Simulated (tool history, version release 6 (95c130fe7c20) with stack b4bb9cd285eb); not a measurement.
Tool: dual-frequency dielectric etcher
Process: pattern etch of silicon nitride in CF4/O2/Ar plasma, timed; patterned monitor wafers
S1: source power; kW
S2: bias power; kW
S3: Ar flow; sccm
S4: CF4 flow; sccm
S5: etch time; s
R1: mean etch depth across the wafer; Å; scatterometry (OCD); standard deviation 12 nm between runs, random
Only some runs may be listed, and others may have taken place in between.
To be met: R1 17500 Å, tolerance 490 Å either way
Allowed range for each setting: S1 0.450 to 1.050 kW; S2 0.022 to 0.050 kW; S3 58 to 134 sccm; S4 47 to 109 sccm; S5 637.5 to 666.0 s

Run 1, hour 0.0: S1 0.750 kW, S2 0.036 kW, S3 96 sccm, S4 78 sccm, S5 637.5 s. Result: R1 15528 Å.
Run 2, hour 6.9: S1 0.780 kW, S2 0.036 kW, S3 96 sccm, S4 78 sccm, S5 637.5 s. Result: R1 15900 Å.
Run 3, hour 14.8: S1 0.780 kW, S2 0.036 kW, S3 110 sccm, S4 78 sccm, S5 637.5 s. Result: R1 15377 Å.
Run 4, hour 19.5: S1 0.810 kW, S2 0.036 kW, S3 110 sccm, S4 78 sccm, S5 637.5 s. Result: R1 15871 Å.
Run 5, hour 21.8: S1 0.840 kW, S2 0.036 kW, S3 110 sccm, S4 78 sccm, S5 637.5 s. Result: R1 16077 Å.
Run 6, hour 25.9: S1 0.840 kW, S2 0.036 kW, S3 125 sccm, S4 78 sccm, S5 637.5 s. Result: R1 15798 Å.
Run 7, hour 33.5: S1 0.870 kW, S2 0.036 kW, S3 125 sccm, S4 78 sccm, S5 637.5 s. Result: R1 16080 Å.
Run 8, hour 38.6: S1 0.900 kW, S2 0.036 kW, S3 125 sccm, S4 78 sccm, S5 637.5 s. Result: R1 16629 Å.
Run 9, hour 44.5: S1 0.910 kW, S2 0.036 kW, S3 125 sccm, S4 78 sccm, S5 637.5 s. Result: R1 16493 Å.
Run 10, hour 51.1: S1 0.930 kW, S2 0.036 kW, S3 125 sccm, S4 78 sccm, S5 637.5 s. Result: R1 16739 Å.

4 candidate next runs follow, results not yet known. Just one meets every target within its allowed miss. Identify it.
Run A, hour 57.7: S1 0.950 kW, S2 0.039 kW, S3 134 sccm, S4 48 sccm, S5 641.5 s. Result: R1 ?.
Run B, hour 57.7: S1 0.930 kW, S2 0.038 kW, S3 125 sccm, S4 76 sccm, S5 658.0 s. Result: R1 ?.
Run C, hour 57.7: S1 0.830 kW, S2 0.034 kW, S3 126 sccm, S4 78 sccm, S5 666.0 s. Result: R1 ?.
Run D, hour 57.7: S1 0.690 kW, S2 0.040 kW, S3 132 sccm, S4 90 sccm, S5 666.0 s. Result: R1 ?.

move     R1
   A  16500
   B  17684
   C  15879
   D  15314
A: moves away from the targets compared with the last run
B: all results in spec
C: moves away from the targets compared with the last run
D: moves away from the targets compared with the last run
The move that meets every target is B.

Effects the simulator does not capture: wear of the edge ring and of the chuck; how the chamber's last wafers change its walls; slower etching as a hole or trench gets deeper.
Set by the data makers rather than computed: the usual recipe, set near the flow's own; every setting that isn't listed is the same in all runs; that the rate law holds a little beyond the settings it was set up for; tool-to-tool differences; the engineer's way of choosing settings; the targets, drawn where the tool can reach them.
